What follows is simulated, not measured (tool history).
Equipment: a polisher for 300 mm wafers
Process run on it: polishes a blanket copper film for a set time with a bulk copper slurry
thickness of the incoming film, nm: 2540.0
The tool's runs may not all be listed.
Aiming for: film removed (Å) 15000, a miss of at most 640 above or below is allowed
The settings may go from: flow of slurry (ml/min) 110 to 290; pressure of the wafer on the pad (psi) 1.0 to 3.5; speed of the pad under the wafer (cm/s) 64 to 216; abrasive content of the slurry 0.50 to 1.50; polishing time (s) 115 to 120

run	hour	flow of slurry (ml/min)	pressure of the wafer on the pad (psi)	speed of the pad under the wafer (cm/s)	abrasive content of the slurry	polishing time (s)	film removed (Å)
1	0.0	185	2.2	140	1.00	115	11340
2	9.1	185	2.2	140	1.10	115	11331
3	14.1	215	2.2	140	1.10	115	11234
4	20.1	215	2.3	140	1.10	115	11893
5	25.7	215	2.4	140	1.10	115	12176
6	34.6	215	2.4	140	1.10	120	13185
7	41.8	215	2.5	140	1.10	120	13304
8	48.1	215	2.6	140	1.10	120	14002

Exactly one of the 4 candidate moves below puts every result within its allowed miss. Which one?
A	54.4	255	2.7	162	1.00	120	?
B	54.4	210	3.0	134	1.40	120	?
C	54.4	205	2.5	150	1.40	120	?
D	54.4	215	3.1	146	0.95	120	?

move	film removed (Å)
A	16483
B	15976
C	14815
D	16718
A: takes the biggest miss from the last run beyond its target
B: takes the biggest miss from the last run beyond its target
C: in spec on every target
D: takes the biggest miss from the last run beyond its target
So the answer is move C, the one that meets all the targets.
